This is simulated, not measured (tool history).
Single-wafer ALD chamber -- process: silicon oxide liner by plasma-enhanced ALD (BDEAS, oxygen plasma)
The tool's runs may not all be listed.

| run | hour | heater temperature setpoint (°C) | number of ALD cycles (cycles) | mean film thickness on the monitor wafer (nm) |
|---|---|---|---|---|
| 1 | 0.0 | 320 | 36 | 3.3800 |
| 2 | 6.1 | 320 | 40 | 3.7727 |
| 3 | 14.5 | 328 | 40 | 3.7396 |
| 4 | 21.7 | 333 | 40 | 3.6957 |
| 5 | 23.7 | 334 | 38 | 3.5119 |
| 6 | 32.4 | 334 | 40 | 3.6817 |
| 7 | 38.4 | 335 | 38 | 3.5196 |

Run 8 has not been measured yet. What should we expect?
| 8 | 43.6 | 335 | 36 | ? |

For run 8 the tool returned mean film thickness on the monitor wafer (nm) 3.3173.

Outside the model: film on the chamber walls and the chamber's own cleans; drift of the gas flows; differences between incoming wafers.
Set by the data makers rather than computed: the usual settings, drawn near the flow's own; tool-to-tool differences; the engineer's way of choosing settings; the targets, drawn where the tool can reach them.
